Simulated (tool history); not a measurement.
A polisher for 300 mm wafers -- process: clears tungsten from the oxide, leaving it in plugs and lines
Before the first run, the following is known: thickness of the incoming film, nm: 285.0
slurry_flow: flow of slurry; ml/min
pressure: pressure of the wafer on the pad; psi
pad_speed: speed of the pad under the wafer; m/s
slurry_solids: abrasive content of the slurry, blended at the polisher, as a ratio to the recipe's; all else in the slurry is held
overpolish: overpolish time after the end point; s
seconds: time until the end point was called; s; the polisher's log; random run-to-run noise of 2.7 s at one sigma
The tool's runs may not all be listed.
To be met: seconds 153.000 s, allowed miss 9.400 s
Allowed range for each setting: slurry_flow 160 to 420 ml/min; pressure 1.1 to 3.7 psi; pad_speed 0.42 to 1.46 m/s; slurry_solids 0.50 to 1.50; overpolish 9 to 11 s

run 1 day=0.000 | slurry_flow=270 pressure=2.4 pad_speed=0.94 slurry_solids=1.00 overpolish=11 | seconds=95.100
run 2 day=0.138 | slurry_flow=270 pressure=2.4 pad_speed=0.94 slurry_solids=1.20 overpolish=11 | seconds=94.598
run 3 day=0.483 | slurry_flow=270 pressure=2.1 pad_speed=0.92 slurry_solids=1.20 overpolish=11 | seconds=108.540
run 4 day=0.525 | slurry_flow=270 pressure=1.8 pad_speed=0.90 slurry_solids=1.20 overpolish=11 | seconds=126.000
run 5 day=0.642 | slurry_flow=270 pressure=2.0 pad_speed=0.90 slurry_solids=1.20 overpolish=11 | seconds=116.920
run 6 day=0.867 | slurry_flow=230 pressure=2.0 pad_speed=0.90 slurry_solids=1.20 overpolish=11 | seconds=115.460
run 7 day=0.954 | slurry_flow=230 pressure=1.8 pad_speed=0.88 slurry_solids=1.20 overpolish=11 | seconds=131.290
run 8 day=1.262 | slurry_flow=230 pressure=1.7 pad_speed=0.88 slurry_solids=1.20 overpolish=11 | seconds=140.110

Which of these 5 next moves meets every target?
run A day=1.571 | slurry_flow=245 pressure=1.9 pad_speed=0.82 slurry_solids=1.30 overpolish=9 | seconds=?
run B day=1.571 | slurry_flow=210 pressure=1.7 pad_speed=0.92 slurry_solids=1.15 overpolish=11 | seconds=?
run C day=1.571 | slurry_flow=240 pressure=1.7 pad_speed=0.90 slurry_solids=1.15 overpolish=9 | seconds=?
run D day=1.571 | slurry_flow=310 pressure=2.2 pad_speed=0.86 slurry_solids=1.05 overpolish=9 | seconds=?
run E day=1.571 | slurry_flow=245 pressure=1.8 pad_speed=0.74 slurry_solids=1.30 overpolish=9 | seconds=?

move=A seconds=133.030
move=B seconds=136.480
move=C seconds=138.300
move=D seconds=112.720
move=E seconds=154.700
A: its largest miss is bigger than the last run's
B: its largest miss is bigger than the last run's
C: its largest miss is bigger than the last run's
D: its largest miss is bigger than the last run's
E: every result lands within tolerance
Move E is the one to make.
